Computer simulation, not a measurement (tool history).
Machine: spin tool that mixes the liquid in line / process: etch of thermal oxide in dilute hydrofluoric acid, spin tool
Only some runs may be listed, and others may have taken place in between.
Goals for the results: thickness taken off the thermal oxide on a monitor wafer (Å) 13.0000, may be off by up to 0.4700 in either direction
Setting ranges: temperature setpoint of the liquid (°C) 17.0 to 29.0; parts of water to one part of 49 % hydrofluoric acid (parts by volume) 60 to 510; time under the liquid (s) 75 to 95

run,hour,temperature setpoint of the liquid (°C),parts of water to one part of 49 % hydrofluoric acid (parts by volume),time under the liquid (s),thickness taken off the thermal oxide on a monitor wafer (Å)
1,0.0,21.0,285,95,10.6240
2,7.4,21.0,285,75,8.3367
3,8.4,22.0,280,75,8.8080
4,9.2,22.0,265,75,9.6327
5,14.4,20.5,265,75,9.0519
6,18.0,21.5,260,75,9.6370
7,24.9,22.5,255,75,10.3020
8,26.5,22.5,255,75,10.2270
9,32.6,23.5,250,75,10.9780
10,36.2,24.0,250,75,11.1420
11,43.4,24.5,250,75,11.2670
12,48.7,25.0,250,75,11.5710
13,56.9,25.5,250,75,11.7800
14,59.3,26.0,250,75,12.0500
15,63.9,26.5,250,75,12.1750

Which single option among these 4 for the next run brings every result within its allowed miss of target? Just one does.
A,68.5,24.0,235,75,?
B,68.5,23.5,250,80,?
C,68.5,27.5,315,90,?
D,68.5,28.0,260,80,?

move,thickness taken off the thermal oxide on a monitor wafer (Å)
A,11.9710
B,11.6080
C,11.1330
D,12.9260
A: misses by more than the last run did
B: misses by more than the last run did
C: misses by more than the last run did
D: all results in spec
Go with D: it meets all targets.

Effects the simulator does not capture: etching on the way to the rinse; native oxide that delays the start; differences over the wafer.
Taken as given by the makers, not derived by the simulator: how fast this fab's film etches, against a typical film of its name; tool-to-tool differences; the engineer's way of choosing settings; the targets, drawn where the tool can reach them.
